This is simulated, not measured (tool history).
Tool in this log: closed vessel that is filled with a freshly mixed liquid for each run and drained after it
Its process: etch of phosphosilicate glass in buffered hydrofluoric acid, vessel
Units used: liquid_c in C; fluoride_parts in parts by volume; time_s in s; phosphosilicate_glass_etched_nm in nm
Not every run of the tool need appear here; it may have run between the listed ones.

| run | day | liquid_c | fluoride_parts | time_s | phosphosilicate_glass_etched_nm |
|---|---|---|---|---|---|
| 1 | 0 | 22 | 7.5 | 30 | 273.19 |
| 2 | 0.317 | 22.5 | 7.5 | 30 | 281.29 |
| 3 | 0.525 | 22.5 | 7.5 | 30 | 281.02 |
| 4 | 0.662 | 23 | 7.5 | 30 | 282.42 |
| 5 | 0.954 | 19.5 | 7.5 | 30 | 238.35 |
| 6 | 1.171 | 20 | 7.5 | 30 | 247.07 |
| 7 | 1.542 | 20.5 | 7.5 | 30 | 250.4 |
| 8 | 1.592 | 20.5 | 7.5 | 30 | 247.96 |
| 9 | 1.962 | 21 | 7.5 | 30 | 258.72 |

Run 10, settings as shown, results not yet in. Your forecast:
| 10 | 2.246 | 21.5 | 7.5 | 30 | ? |

{"run 10": {"phosphosilicate_glass_etched_nm": 263.62}}
